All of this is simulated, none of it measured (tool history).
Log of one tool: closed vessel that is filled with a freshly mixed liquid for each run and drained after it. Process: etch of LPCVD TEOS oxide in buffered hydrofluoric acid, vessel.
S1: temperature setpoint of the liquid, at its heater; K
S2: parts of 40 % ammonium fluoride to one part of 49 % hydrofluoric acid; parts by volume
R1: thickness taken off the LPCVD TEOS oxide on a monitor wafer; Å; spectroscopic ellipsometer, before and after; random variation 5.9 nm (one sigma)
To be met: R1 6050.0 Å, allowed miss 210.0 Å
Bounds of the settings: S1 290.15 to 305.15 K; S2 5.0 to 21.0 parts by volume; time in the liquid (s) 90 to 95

run 1 hour=0.0 | S1=298.15 S2=13.0 time_in_the_liquid_(s)=90 | R1=2550.9
run 2 hour=1.5 | S1=298.15 S2=13.0 time_in_the_liquid_(s)=90 | R1=2538.4
run 3 hour=9.6 | S1=300.65 S2=13.0 time_in_the_liquid_(s)=90 | R1=2929.7
run 4 hour=15.1 | S1=298.65 S2=13.0 time_in_the_liquid_(s)=90 | R1=2640.5
run 5 hour=20.3 | S1=298.65 S2=13.0 time_in_the_liquid_(s)=95 | R1=2754.0
run 6 hour=24.6 | S1=298.65 S2=13.0 time_in_the_liquid_(s)=95 | R1=2740.4
run 7 hour=32.0 | S1=300.65 S2=11.5 time_in_the_liquid_(s)=95 | R1=3454.6
run 8 hour=34.9 | S1=302.15 S2=10.0 time_in_the_liquid_(s)=95 | R1=4273.1
run 9 hour=38.5 | S1=303.15 S2=9.5 time_in_the_liquid_(s)=95 | R1=4692.6
run 10 hour=46.0 | S1=303.65 S2=9.0 time_in_the_liquid_(s)=95 | R1=4892.6
run 11 hour=52.9 | S1=304.15 S2=8.5 time_in_the_liquid_(s)=95 | R1=5491.9
run 12 hour=56.8 | S1=304.65 S2=8.5 time_in_the_liquid_(s)=95 | R1=5580.3

Which of these 4 next moves meets every target?
run A hour=60.7 | S1=304.65 S2=9.0 time_in_the_liquid_(s)=90 | R1=?
run B hour=60.7 | S1=305.15 S2=8.0 time_in_the_liquid_(s)=95 | R1=?
run C hour=60.7 | S1=302.15 S2=8.0 time_in_the_liquid_(s)=95 | R1=?
run D hour=60.7 | S1=305.15 S2=8.5 time_in_the_liquid_(s)=95 | R1=?

move=A R1=4989.1
move=B R1=6139.7
move=C R1=5249.5
move=D R1=5749.9
A: further off than the last run
B: meets every target
C: further off than the last run
D: nearer than the last run, and not there yet
Answer: B

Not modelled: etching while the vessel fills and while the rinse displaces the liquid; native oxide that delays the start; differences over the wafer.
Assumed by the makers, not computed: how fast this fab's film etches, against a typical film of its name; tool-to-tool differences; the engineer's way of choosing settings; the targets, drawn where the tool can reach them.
